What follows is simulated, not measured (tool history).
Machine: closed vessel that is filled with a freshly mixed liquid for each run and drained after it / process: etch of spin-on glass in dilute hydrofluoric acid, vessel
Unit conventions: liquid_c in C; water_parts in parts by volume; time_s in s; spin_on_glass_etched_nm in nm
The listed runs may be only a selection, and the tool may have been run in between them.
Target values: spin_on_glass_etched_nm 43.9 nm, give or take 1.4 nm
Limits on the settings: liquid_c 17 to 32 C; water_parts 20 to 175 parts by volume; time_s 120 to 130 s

run	hour	liquid_c	water_parts	time_s	spin_on_glass_etched_nm
1	0	24	95	120	28.588
2	5.6	26	90	120	32.895
3	13.9	27.5	90	120	35.265
4	19.7	27.5	105	120	29.398
5	26.3	27.5	80	120	40.209
6	28.5	27.5	80	120	39.692
7	30.9	28	80	120	40.699
8	33.1	28	80	120	41.153
9	39.6	28	80	120	40.975
10	41.5	28.5	80	120	41.329
11	44.6	29	80	120	42.528

5 next moves are on the table. One of them brings every result within its allowed miss. Which?
A	47.7	31.5	90	120	?
B	47.7	29	85	120	?
C	47.7	28.5	85	125	?
D	47.7	30	80	120	?
E	47.7	26.5	75	120	?

move	spin_on_glass_etched_nm
A	40.564
B	39.36
C	40.22
D	43.764
E	41.036
A: misses by more than the last run did
B: misses by more than the last run did
C: misses by more than the last run did
D: every result within its allowed miss
E: misses by more than the last run did
Answer: D
